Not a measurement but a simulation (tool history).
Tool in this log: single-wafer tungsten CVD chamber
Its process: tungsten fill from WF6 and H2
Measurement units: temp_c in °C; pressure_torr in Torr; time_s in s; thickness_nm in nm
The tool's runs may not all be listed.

run,day,temp_c,pressure_torr,time_s,thickness_nm
1,0,380,27.6,14.6,26.999
2,0.117,372,25.3,14.6,21.565
3,0.329,372,27.4,14.6,22.692
4,0.496,372,23.4,14.6,20.532
5,0.8,372,20.7,14.6,18.852
6,0.825,368,20.6,14.6,17.245
7,1.146,366,20.6,14.6,16.505

Forecast run 8:
8,1.283,364,20.6,14.6,?

{"run 8": {"thickness_nm": 15.756}}

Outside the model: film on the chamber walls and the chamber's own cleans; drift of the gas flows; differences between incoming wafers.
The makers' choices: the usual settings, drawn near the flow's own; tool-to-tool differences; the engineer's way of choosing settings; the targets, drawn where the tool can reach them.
